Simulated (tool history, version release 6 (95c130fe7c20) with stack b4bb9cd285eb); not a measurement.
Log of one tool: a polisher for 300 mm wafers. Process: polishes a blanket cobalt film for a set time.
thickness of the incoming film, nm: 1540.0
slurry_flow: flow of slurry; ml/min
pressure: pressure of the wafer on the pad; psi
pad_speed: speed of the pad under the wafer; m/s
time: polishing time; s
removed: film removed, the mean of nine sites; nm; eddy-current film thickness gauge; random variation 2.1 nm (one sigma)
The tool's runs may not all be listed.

| run | hour | slurry_flow | pressure | pad_speed | time | removed |
|---|---|---|---|---|---|---|
| 1 | 0.0 | 275 | 1.9 | 1.12 | 58 | 235.66 |
| 2 | 8.4 | 275 | 1.6 | 1.12 | 58 | 210.27 |
| 3 | 11.0 | 225 | 1.6 | 1.12 | 58 | 200.04 |
| 4 | 13.8 | 225 | 1.5 | 1.12 | 58 | 189.86 |
| 5 | 18.2 | 225 | 1.5 | 1.00 | 58 | 178.51 |
| 6 | 20.2 | 260 | 1.5 | 1.00 | 58 | 177.68 |
| 7 | 22.2 | 260 | 1.1 | 0.98 | 58 | 134.50 |

Run 8 comes next. What will it give?
| 8 | 25.6 | 260 | 1.1 | 0.98 | 58 | ? |

removed: 138.97 nm
